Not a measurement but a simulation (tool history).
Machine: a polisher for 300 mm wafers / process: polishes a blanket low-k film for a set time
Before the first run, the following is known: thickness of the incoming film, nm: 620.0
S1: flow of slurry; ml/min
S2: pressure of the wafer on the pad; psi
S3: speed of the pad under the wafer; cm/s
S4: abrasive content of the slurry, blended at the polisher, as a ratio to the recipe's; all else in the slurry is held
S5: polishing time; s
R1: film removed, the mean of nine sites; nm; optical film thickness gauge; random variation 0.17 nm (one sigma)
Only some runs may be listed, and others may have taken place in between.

Run 1, hour 0: S1 300 ml/min, S2 2.1 psi, S3 118 cm/s, S4 1, S5 37 s. Result: R1 20.208 nm.
Run 2, hour 6.2: S1 300 ml/min, S2 2 psi, S3 118 cm/s, S4 1, S5 37 s. Result: R1 19.698 nm.
Run 3, hour 8.7: S1 300 ml/min, S2 2 psi, S3 118 cm/s, S4 1, S5 37 s. Result: R1 19.392 nm.
Run 4, hour 17.1: S1 300 ml/min, S2 1.9 psi, S3 118 cm/s, S4 1, S5 37 s. Result: R1 18.659 nm.
Run 5, hour 19.7: S1 300 ml/min, S2 1.8 psi, S3 118 cm/s, S4 1, S5 37 s. Result: R1 17.572 nm.
Run 6, hour 26.2: S1 300 ml/min, S2 1.7 psi, S3 118 cm/s, S4 1, S5 37 s. Result: R1 16.545 nm.
Run 7, hour 30: S1 300 ml/min, S2 1.6 psi, S3 118 cm/s, S4 1, S5 37 s. Result: R1 15.502 nm.

What will run 8 give?
Run 8, hour 34.5: S1 300 ml/min, S2 1.5 psi, S3 118 cm/s, S4 1, S5 37 s. Result: R1 ?.

{"run 8": {"R1": 14.413}}
